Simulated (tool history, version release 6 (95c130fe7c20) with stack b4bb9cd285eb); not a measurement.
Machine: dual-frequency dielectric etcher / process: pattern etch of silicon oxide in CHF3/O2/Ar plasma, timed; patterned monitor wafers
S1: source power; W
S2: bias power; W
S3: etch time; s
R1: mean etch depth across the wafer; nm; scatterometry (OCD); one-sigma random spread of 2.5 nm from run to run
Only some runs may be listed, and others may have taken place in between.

| run | hour | S1 | S2 | S3 | R1 |
|---|---|---|---|---|---|
| 1 | 0 | 770 | 187 | 261.5 | 623.99 |
| 2 | 0.9 | 710 | 172 | 257 | 579.54 |
| 3 | 9.6 | 660 | 164 | 255 | 554.3 |
| 4 | 11.9 | 770 | 164 | 255 | 580.02 |
| 5 | 18.4 | 720 | 155 | 253.5 | 550.02 |
| 6 | 19.1 | 680 | 150 | 253 | 536.6 |
| 7 | 24.6 | 640 | 146 | 252.5 | 522 |

The next listed run, before its measurement:
| 8 | 26.3 | 610 | 143 | 252 | ? |

{"run 8": {"R1": 505.89}}

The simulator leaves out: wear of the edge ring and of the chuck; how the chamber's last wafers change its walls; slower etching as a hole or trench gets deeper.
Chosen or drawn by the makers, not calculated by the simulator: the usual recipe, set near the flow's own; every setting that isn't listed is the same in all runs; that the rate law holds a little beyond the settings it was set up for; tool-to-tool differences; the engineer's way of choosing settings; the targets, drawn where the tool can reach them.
